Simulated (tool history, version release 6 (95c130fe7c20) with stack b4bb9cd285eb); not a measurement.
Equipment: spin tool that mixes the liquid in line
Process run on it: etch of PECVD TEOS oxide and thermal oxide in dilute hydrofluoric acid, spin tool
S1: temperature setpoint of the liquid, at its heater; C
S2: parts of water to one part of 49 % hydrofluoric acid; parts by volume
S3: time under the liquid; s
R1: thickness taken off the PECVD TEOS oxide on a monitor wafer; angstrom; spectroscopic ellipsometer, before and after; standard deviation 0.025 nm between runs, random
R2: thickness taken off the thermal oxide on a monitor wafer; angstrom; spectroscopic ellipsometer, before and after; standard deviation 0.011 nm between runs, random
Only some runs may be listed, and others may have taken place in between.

run,hour,S1,S2,S3,R1,R2
1,0,22,145,75,86.391,20.245
2,8.2,22,145,90,105.59,24.224
3,9.7,21,165,90,85.843,19.894
4,13.8,20.5,180,90,75.863,17.741
5,21.8,20,195,90,67.914,15.882
6,28.1,20,230,90,56.239,13.129
7,31.9,19.5,235,85,51.051,11.433
8,39.5,19,240,80,45.38,10.405
9,41.6,18.5,245,80,43.91,9.8957
10,43.2,18.5,245,75,40.75,9.376
11,48.1,18,245,75,39.958,9.3039
12,51.5,18,245,75,39.418,9.3146
13,52.5,18,245,75,40.228,8.9019
14,53.3,18.5,245,70,37.887,8.43

Run 15, settings as shown, results not yet in. Your forecast:
15,60.6,18,245,70,?,?

Logged for run 15: R1 37.434 angstrom, R2 8.7414 angstrom.
